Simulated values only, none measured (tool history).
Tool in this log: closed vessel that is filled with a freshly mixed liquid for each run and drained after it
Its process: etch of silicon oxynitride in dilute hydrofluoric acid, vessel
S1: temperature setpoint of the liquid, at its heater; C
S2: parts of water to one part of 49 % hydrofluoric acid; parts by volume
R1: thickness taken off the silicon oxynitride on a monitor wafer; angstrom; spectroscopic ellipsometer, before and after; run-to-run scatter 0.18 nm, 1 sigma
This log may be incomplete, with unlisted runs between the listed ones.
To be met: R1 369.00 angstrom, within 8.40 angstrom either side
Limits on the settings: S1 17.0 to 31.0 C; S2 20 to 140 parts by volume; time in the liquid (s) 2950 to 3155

run 1 hour=0.0 | S1=23.0 S2=75 time_in_the_liquid_(s)=2950 | R1=588.22
run 2 hour=3.0 | S1=21.5 S2=80 time_in_the_liquid_(s)=2950 | R1=508.20
run 3 hour=5.5 | S1=20.0 S2=80 time_in_the_liquid_(s)=2950 | R1=470.32
run 4 hour=7.3 | S1=23.5 S2=80 time_in_the_liquid_(s)=2950 | R1=561.29
run 5 hour=9.9 | S1=21.5 S2=80 time_in_the_liquid_(s)=2950 | R1=506.65
run 6 hour=17.1 | S1=20.0 S2=80 time_in_the_liquid_(s)=2950 | R1=472.17
run 7 hour=26.1 | S1=19.0 S2=80 time_in_the_liquid_(s)=2950 | R1=452.43
run 8 hour=34.2 | S1=18.5 S2=80 time_in_the_liquid_(s)=2950 | R1=434.61
run 9 hour=38.0 | S1=18.0 S2=80 time_in_the_liquid_(s)=2950 | R1=430.90
run 10 hour=39.4 | S1=17.0 S2=90 time_in_the_liquid_(s)=2950 | R1=358.07

Which one of the following 4 next-run settings gets every result inside its allowed miss? There is exactly one.
run A hour=40.8 | S1=17.0 S2=100 time_in_the_liquid_(s)=3075 | R1=?
run B hour=40.8 | S1=17.0 S2=90 time_in_the_liquid_(s)=3010 | R1=?
run C hour=40.8 | S1=20.5 S2=100 time_in_the_liquid_(s)=3010 | R1=?
run D hour=40.8 | S1=17.0 S2=85 time_in_the_liquid_(s)=3035 | R1=?

move=A R1=331.89
move=B R1=363.32
move=C R1=386.26
move=D R1=389.14
A: misses by more than the last run did
B: all results land within tolerance of their targets
C: takes the result that was furthest off past its target
D: takes the result that was furthest off past its target
Go with B: it meets all targets.

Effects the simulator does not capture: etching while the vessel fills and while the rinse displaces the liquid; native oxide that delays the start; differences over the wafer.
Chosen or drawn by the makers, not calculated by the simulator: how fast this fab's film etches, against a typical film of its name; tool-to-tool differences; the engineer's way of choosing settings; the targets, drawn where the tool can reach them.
